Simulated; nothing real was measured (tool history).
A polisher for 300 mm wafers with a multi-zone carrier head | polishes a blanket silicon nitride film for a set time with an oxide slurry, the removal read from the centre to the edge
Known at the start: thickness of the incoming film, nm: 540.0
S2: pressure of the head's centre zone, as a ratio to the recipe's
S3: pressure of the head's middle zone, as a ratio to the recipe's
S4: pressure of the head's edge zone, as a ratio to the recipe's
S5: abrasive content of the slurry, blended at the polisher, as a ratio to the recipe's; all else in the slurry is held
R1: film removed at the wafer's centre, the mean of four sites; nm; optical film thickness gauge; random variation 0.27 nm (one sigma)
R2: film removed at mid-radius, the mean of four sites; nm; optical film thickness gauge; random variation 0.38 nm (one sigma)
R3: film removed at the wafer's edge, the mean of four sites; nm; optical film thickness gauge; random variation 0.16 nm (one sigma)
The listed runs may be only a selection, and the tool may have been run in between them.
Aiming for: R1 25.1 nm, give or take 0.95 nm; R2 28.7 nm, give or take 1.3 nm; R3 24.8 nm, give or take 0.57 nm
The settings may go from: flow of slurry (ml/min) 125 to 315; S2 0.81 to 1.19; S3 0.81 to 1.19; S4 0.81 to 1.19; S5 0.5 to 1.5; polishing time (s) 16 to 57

{"run": 1, "day": 0.0, "flow of slurry (ml/min)": 205, "S2": 1, "S3": 1, "S4": 1, "S5": 1, "polishing time (s)": 36, "R1": 40.855, "R2": 42.636, "R3": 39.899}
{"run": 2, "day": 0.054, "flow of slurry (ml/min)": 205, "S2": 1, "S3": 1.05, "S4": 1, "S5": 1, "polishing time (s)": 36, "R1": 41.289, "R2": 43.561, "R3": 40.119}
{"run": 3, "day": 0.425, "flow of slurry (ml/min)": 200, "S2": 0.99, "S3": 1.05, "S4": 0.98, "S5": 0.9, "polishing time (s)": 35, "R1": 37.586, "R2": 39.293, "R3": 36.033}
{"run": 4, "day": 0.7, "flow of slurry (ml/min)": 200, "S2": 0.99, "S3": 1.05, "S4": 0.98, "S5": 0.75, "polishing time (s)": 35, "R1": 32.895, "R2": 35.188, "R3": 31.779}
{"run": 5, "day": 0.762, "flow of slurry (ml/min)": 195, "S2": 0.98, "S3": 1.05, "S4": 0.96, "S5": 0.7, "polishing time (s)": 35, "R1": 31.076, "R2": 33.338, "R3": 30.005}
{"run": 6, "day": 0.838, "flow of slurry (ml/min)": 195, "S2": 0.98, "S3": 1.05, "S4": 0.96, "S5": 0.9, "polishing time (s)": 35, "R1": 35.977, "R2": 38.821, "R3": 35.644}
{"run": 7, "day": 1.196, "flow of slurry (ml/min)": 200, "S2": 0.97, "S3": 1.06, "S4": 0.95, "S5": 0.85, "polishing time (s)": 35, "R1": 34.466, "R2": 37.902, "R3": 34.088}
{"run": 8, "day": 1.483, "flow of slurry (ml/min)": 200, "S2": 0.96, "S3": 1.06, "S4": 0.94, "S5": 0.8, "polishing time (s)": 35, "R1": 33.461, "R2": 37.845, "R3": 32.847}
{"run": 9, "day": 1.662, "flow of slurry (ml/min)": 165, "S2": 0.87, "S3": 0.96, "S4": 0.84, "S5": 0.55, "polishing time (s)": 32, "R1": 19.644, "R2": 22.726, "R3": 20.326}
{"run": 10, "day": 1.733, "flow of slurry (ml/min)": 220, "S2": 0.93, "S3": 1.04, "S4": 0.92, "S5": 0.5, "polishing time (s)": 32, "R1": 19.56, "R2": 21.767, "R3": 19.889}
{"run": 11, "day": 1.792, "flow of slurry (ml/min)": 210, "S2": 0.94, "S3": 1.05, "S4": 0.93, "S5": 0.5, "polishing time (s)": 32, "R1": 19.636, "R2": 22.057, "R3": 19.67}
{"run": 12, "day": 1.979, "flow of slurry (ml/min)": 210, "S2": 0.94, "S3": 1.05, "S4": 0.93, "S5": 0.5, "polishing time (s)": 32, "R1": 19.637, "R2": 22.028, "R3": 19.573}
{"run": 13, "day": 2.046, "flow of slurry (ml/min)": 205, "S2": 0.95, "S3": 1.07, "S4": 0.96, "S5": 0.5, "polishing time (s)": 32, "R1": 20.398, "R2": 22.492, "R3": 19.856}
{"run": 14, "day": 2.104, "flow of slurry (ml/min)": 250, "S2": 0.93, "S3": 1.17, "S4": 1.06, "S5": 0.75, "polishing time (s)": 32, "R1": 29.605, "R2": 36.445, "R3": 30.435}
{"run": 15, "day": 2.146, "flow of slurry (ml/min)": 250, "S2": 0.93, "S3": 1.15, "S4": 1.03, "S5": 0.75, "polishing time (s)": 32, "R1": 28.73, "R2": 35.539, "R3": 30.222}
{"run": 16, "day": 2.492, "flow of slurry (ml/min)": 240, "S2": 0.93, "S3": 1.13, "S4": 1, "S5": 0.75, "polishing time (s)": 32, "R1": 28.948, "R2": 33.883, "R3": 30.164}
{"run": 17, "day": 2.588, "flow of slurry (ml/min)": 225, "S2": 0.93, "S3": 1.11, "S4": 1.01, "S5": 0.75, "polishing time (s)": 32, "R1": 27.865, "R2": 34.641, "R3": 29.409}
{"run": 18, "day": 2.896, "flow of slurry (ml/min)": 210, "S2": 0.94, "S3": 1.09, "S4": 0.99, "S5": 0.75, "polishing time (s)": 32, "R1": 28.05, "R2": 33.755, "R3": 29.498}
{"run": 19, "day": 3.058, "flow of slurry (ml/min)": 225, "S2": 0.97, "S3": 1.06, "S4": 0.89, "S5": 0.5, "polishing time (s)": 30, "R1": 19.132, "R2": 21.373, "R3": 18.567}
{"run": 20, "day": 3.288, "flow of slurry (ml/min)": 225, "S2": 0.97, "S3": 1.06, "S4": 0.89, "S5": 0.5, "polishing time (s)": 30, "R1": 19.27, "R2": 21.347, "R3": 18.241}
{"run": 21, "day": 3.479, "flow of slurry (ml/min)": 265, "S2": 1.03, "S3": 1.16, "S4": 0.99, "S5": 0.75, "polishing time (s)": 30, "R1": 30.42, "R2": 34.337, "R3": 27.802}

Below are 4 possible settings for the next run. Only one of them brings all results inside the allowed miss of their targets. Which is it?
{"run": "A", "day": 3.671, "flow of slurry (ml/min)": 290, "S2": 0.96, "S3": 1.09, "S4": 0.94, "S5": 0.55, "polishing time (s)": 35, "R1": "?", "R2": "?", "R3": "?"}
{"run": "B", "day": 3.671, "flow of slurry (ml/min)": 275, "S2": 1.05, "S3": 1, "S4": 1.03, "S5": 0.75, "polishing time (s)": 27, "R1": "?", "R2": "?", "R3": "?"}
{"run": "C", "day": 3.671, "flow of slurry (ml/min)": 260, "S2": 1.08, "S3": 1.14, "S4": 0.91, "S5": 0.65, "polishing time (s)": 29, "R1": "?", "R2": "?", "R3": "?"}
{"run": "D", "day": 3.671, "flow of slurry (ml/min)": 285, "S2": 1.02, "S3": 1, "S4": 1.09, "S5": 0.75, "polishing time (s)": 25, "R1": "?", "R2": "?", "R3": "?"}

move=A R1=25.412 R2=28.669 R3=24.949
move=B R1=27.951 R2=26.793 R3=26.218
move=C R1=27.418 R2=28.555 R3=23.631
move=D R1=25.227 R2=24.891 R3=24.99
A: all results in spec
B: closes in on the targets versus the last run, not all within tolerance yet
C: closes in on the targets versus the last run, not all within tolerance yet
D: corrects the largest miss of the last run, while another result sits out of spec
Correct choice: A, which meets every target
